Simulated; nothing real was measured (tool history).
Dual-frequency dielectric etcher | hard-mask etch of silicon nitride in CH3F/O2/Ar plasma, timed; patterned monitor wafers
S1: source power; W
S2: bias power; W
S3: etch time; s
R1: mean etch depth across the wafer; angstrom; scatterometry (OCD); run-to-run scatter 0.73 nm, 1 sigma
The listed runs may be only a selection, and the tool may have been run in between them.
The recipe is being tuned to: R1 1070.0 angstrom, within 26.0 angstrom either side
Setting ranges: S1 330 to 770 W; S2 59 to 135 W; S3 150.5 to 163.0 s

run  hour   S1  S2     S3      R1
  1   0.0  550  97  163.0  1256.0
  2   6.8  470  97  163.0  1208.4
  3   9.9  460  95  162.5  1189.6
  4  12.2  460  80  162.5  1124.8
  5  17.6  450  79  162.5  1106.5
  6  26.1  450  62  162.5  1000.4
  7  30.8  460  63  162.5  1022.0
  8  37.0  470  63  162.5  1043.4

Exercise: of the 4 proposed moves below, exactly one satisfies all targets within the stated allowed misses. Which move is it?
  A  43.2  520  66  163.0   ?
  B  43.2  540  83  159.5   ?
  C  43.2  530  90  154.5   ?
  D  43.2  530  71  163.0   ?

move      R1
   A  1077.6
   B  1153.3
   C  1143.9
   D  1110.6
A: meets every target
B: the result that was furthest off in the last run now lies on the other side of its target
C: the result that was furthest off in the last run now lies on the other side of its target
D: the result that was furthest off in the last run now lies on the other side of its target
A meets every target.
